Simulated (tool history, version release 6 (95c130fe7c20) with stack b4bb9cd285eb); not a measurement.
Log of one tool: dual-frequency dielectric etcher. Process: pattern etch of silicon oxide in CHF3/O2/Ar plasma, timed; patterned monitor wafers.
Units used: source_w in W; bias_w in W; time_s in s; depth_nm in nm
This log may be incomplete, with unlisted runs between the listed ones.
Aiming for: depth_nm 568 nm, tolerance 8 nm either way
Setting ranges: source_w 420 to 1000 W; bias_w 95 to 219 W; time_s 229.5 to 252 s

run    day  source_w  bias_w  time_s  depth_nm
  1      0       710     157     252    503.87
  2  0.142       710     130     252    474.11
  3  0.388       800     135     252    513.24
  4  0.438       800     108     252    478.62
  5  0.592       690     108     252    446.53
  6  0.817       790     115     252    483.91
  7  1.171       860     119     252     513.3
  8  1.479       900     120     252    525.43
     1.542  -- wet clean of the chamber
  9  1.542       930     122     252    551.35

Which of these 4 next moves meets every target?
  A  1.604       850     162   249.5         ?
  B  1.604       980     115     242         ?
  C  1.604       910     114     252         ?
  D  1.604      1000      98     252         ?

move  depth_nm
   A    567.55
   B    533.77
   C    535.74
   D     538.4
A: all results land within tolerance of their targets
B: moves away from the targets compared with the last run
C: moves away from the targets compared with the last run
D: moves away from the targets compared with the last run
A meets every target.
